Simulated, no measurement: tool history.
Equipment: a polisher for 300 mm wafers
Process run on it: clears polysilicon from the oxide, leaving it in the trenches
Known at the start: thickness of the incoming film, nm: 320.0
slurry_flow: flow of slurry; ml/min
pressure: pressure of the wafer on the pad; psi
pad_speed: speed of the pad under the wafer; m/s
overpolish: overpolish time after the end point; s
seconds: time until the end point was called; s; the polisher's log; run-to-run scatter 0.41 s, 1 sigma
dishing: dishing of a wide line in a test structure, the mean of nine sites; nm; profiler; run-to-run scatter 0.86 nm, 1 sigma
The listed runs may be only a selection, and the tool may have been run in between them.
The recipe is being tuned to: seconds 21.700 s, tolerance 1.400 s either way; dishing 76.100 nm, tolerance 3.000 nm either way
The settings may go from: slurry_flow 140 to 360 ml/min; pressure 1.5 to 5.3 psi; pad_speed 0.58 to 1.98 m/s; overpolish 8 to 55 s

| run | hour | slurry_flow | pressure | pad_speed | overpolish | seconds | dishing |
|---|---|---|---|---|---|---|---|
| 1 | 0.0 | 230 | 3.4 | 1.28 | 28 | 17.299 | 93.023 |
| 2 | 5.1 | 230 | 3.2 | 1.28 | 23 | 17.187 | 92.016 |
| 3 | 9.8 | 230 | 2.7 | 1.30 | 19 | 21.305 | 92.175 |
| 4 | 11.0 | 195 | 2.7 | 1.30 | 19 | 21.074 | 93.819 |
| 5 | 12.9 | 195 | 2.2 | 1.30 | 19 | 25.071 | 87.908 |
| 6 | 14.8 | 195 | 2.2 | 1.30 | 9 | 25.922 | 69.753 |
| 7 | 20.1 | 195 | 2.3 | 1.30 | 10 | 24.681 | 74.136 |
| 8 | 22.5 | 195 | 2.4 | 1.30 | 10 | 23.651 | 75.578 |

Below are 4 possible settings for the next run. Only one of them brings all results inside the allowed miss of their targets. Which is it?
| A | 24.9 | 165 | 2.9 | 1.40 | 8 | ? | ? |
| B | 24.9 | 150 | 2.4 | 1.56 | 9 | ? | ? |
| C | 24.9 | 210 | 2.2 | 1.36 | 11 | ? | ? |
| D | 24.9 | 215 | 2.1 | 1.36 | 13 | ? | ? |

| move | seconds | dishing |
|---|---|---|
| A | 19.161 | 75.705 |
| B | 21.286 | 76.071 |
| C | 24.963 | 77.246 |
| D | 26.038 | 80.561 |
A: carries the result that was furthest off beyond its target, to the other side
B: meets every target
C: further off than the last run
D: further off than the last run
Go with B: it meets all targets.
